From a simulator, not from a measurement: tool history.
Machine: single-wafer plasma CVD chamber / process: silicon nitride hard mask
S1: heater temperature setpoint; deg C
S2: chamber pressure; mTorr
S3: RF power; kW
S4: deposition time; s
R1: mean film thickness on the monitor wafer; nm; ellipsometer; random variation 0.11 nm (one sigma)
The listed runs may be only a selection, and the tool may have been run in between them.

{"run": 1, "hour": 0.0, "S1": 420, "S2": 1580, "S3": 0.37, "S4": 47.7, "R1": 59.84}
{"run": 2, "hour": 0.6, "S1": 420, "S2": 1690, "S3": 0.37, "S4": 47.7, "R1": 60.681}
{"run": 3, "hour": 5.4, "S1": 424, "S2": 1690, "S3": 0.37, "S4": 47.7, "R1": 60.302}
{"run": 4, "hour": 9.6, "S1": 424, "S2": 1690, "S3": 0.32, "S4": 47.7, "R1": 54.783}
{"run": 5, "hour": 14.5, "S1": 424, "S2": 1460, "S3": 0.32, "S4": 47.7, "R1": 52.518}
{"run": 6, "hour": 16.7, "S1": 416, "S2": 1460, "S3": 0.32, "S4": 47.7, "R1": 52.813}

What does the tool deliver on the next run?
{"run": 7, "hour": 22.3, "S1": 416, "S2": 1330, "S3": 0.315, "S4": 47.7, "R1": "?"}

Run 7 yielded R1 50.798 nm.

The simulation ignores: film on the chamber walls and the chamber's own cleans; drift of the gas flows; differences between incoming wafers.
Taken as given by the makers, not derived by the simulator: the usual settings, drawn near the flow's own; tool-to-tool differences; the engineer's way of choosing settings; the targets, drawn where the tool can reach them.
